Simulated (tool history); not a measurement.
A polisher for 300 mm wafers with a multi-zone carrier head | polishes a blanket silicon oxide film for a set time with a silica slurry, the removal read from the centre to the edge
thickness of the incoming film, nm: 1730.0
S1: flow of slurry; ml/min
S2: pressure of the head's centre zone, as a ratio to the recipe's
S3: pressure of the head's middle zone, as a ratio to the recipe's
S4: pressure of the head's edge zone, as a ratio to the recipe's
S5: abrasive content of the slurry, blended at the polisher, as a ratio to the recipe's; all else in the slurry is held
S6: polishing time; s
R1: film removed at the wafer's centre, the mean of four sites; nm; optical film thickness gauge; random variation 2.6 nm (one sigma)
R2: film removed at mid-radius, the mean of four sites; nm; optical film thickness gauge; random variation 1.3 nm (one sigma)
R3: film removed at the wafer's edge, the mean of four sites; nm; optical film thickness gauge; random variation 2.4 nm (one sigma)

{"run": 1, "day": 0.0, "S1": 300, "S2": 1.0, "S3": 1.0, "S4": 1.0, "S5": 1.0, "S6": 76, "R1": 282.06, "R2": 283.76, "R3": 283.11}
{"run": 2, "day": 0.104, "S1": 300, "S2": 1.0, "S3": 0.95, "S4": 1.0, "S5": 1.0, "S6": 76, "R1": 276.09, "R2": 272.5, "R3": 281.58}
{"run": 3, "day": 0.312, "S1": 300, "S2": 1.0, "S3": 0.95, "S4": 1.0, "S5": 1.0, "S6": 87, "R1": 329.45, "R2": 313.33, "R3": 326.04}
{"run": 4, "day": 0.675, "S1": 300, "S2": 0.95, "S3": 0.95, "S4": 1.0, "S5": 1.0, "S6": 87, "R1": 315.55, "R2": 311.83, "R3": 334.66}
{"run": 5, "day": 0.75, "S1": 295, "S2": 0.97, "S3": 0.93, "S4": 1.01, "S5": 0.95, "S6": 83, "R1": 297.91, "R2": 287.97, "R3": 301.39}
{"run": 6, "day": 0.8, "S1": 305, "S2": 0.98, "S3": 0.91, "S4": 1.04, "S5": 0.9, "S6": 78, "R1": 273.74, "R2": 260.01, "R3": 288.83}
{"run": 7, "day": 0.962, "S1": 300, "S2": 1.0, "S3": 0.9, "S4": 1.04, "S5": 0.85, "S6": 75, "R1": 258.63, "R2": 242.18, "R3": 269.09}
{"run": 8, "day": 1.067, "S1": 295, "S2": 1.02, "S3": 0.89, "S4": 1.03, "S5": 0.8, "S6": 73, "R1": 250.42, "R2": 222.99, "R3": 243.73}
{"run": 9, "day": 1.371, "S1": 290, "S2": 1.02, "S3": 0.88, "S4": 1.03, "S5": 0.75, "S6": 72, "R1": 234.1, "R2": 214.38, "R3": 236.62}
{"run": 10, "day": 1.725, "S1": 290, "S2": 1.02, "S3": 0.88, "S4": 1.03, "S5": 0.75, "S6": 72, "R1": 236.16, "R2": 212.8, "R3": 242.51}
{"run": 11, "day": 1.925, "S1": 285, "S2": 1.03, "S3": 0.87, "S4": 1.0, "S5": 0.7, "S6": 71, "R1": 228.59, "R2": 197.69, "R3": 222.3}
{"run": 12, "day": 2.079, "S1": 280, "S2": 1.02, "S3": 0.87, "S4": 0.98, "S5": 0.7, "S6": 71, "R1": 223.77, "R2": 201.93, "R3": 226.03}
{"run": 13, "day": 2.296, "S1": 285, "S2": 1.09, "S3": 0.87, "S4": 1.01, "S5": 0.5, "S6": 57, "R1": 154.5, "R2": 131.24, "R3": 144.36}

Run 14 comes next. What will it give?
{"run": 14, "day": 2.542, "S1": 285, "S2": 1.09, "S3": 0.87, "S4": 1.01, "S5": 0.55, "S6": 57, "R1": "?", "R2": "?", "R3": "?"}

R1: 163.90 nm
R2: 142.31 nm
R3: 155.23 nm

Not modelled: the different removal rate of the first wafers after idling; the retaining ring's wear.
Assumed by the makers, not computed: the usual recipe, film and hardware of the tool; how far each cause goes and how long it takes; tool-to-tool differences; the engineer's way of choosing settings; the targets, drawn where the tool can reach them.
